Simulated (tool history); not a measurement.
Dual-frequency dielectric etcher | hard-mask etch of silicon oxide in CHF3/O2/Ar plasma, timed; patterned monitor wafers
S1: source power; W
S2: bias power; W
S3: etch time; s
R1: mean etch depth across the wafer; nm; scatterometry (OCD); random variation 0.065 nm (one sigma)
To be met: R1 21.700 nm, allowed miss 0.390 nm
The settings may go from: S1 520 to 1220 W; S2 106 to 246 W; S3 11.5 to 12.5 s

run,hour,S1,S2,S3,R1
1,0.0,870,176,12.5,26.858
2,3.8,870,176,12.5,26.796
3,5.9,800,168,12.5,25.551
4,12.1,750,163,12.5,24.252
5,19.5,710,162,12.5,23.764
6,24.3,710,140,12.5,22.788
7,29.5,690,140,12.5,22.501
8,34.5,680,140,12.5,22.330
9,39.8,670,140,12.5,22.187

4 next moves are on the table. One of them brings every result within its allowed miss. Which?
A,45.1,620,147,12.0,?
B,45.1,660,108,12.5,?
C,45.1,700,143,12.0,?
D,45.1,790,158,11.5,?

move,R1
A,20.795
B,20.540
C,21.883
D,22.841
A: takes the result that was furthest off past its target
B: takes the result that was furthest off past its target
C: meets every target
D: further off than the last run
The right move is C.
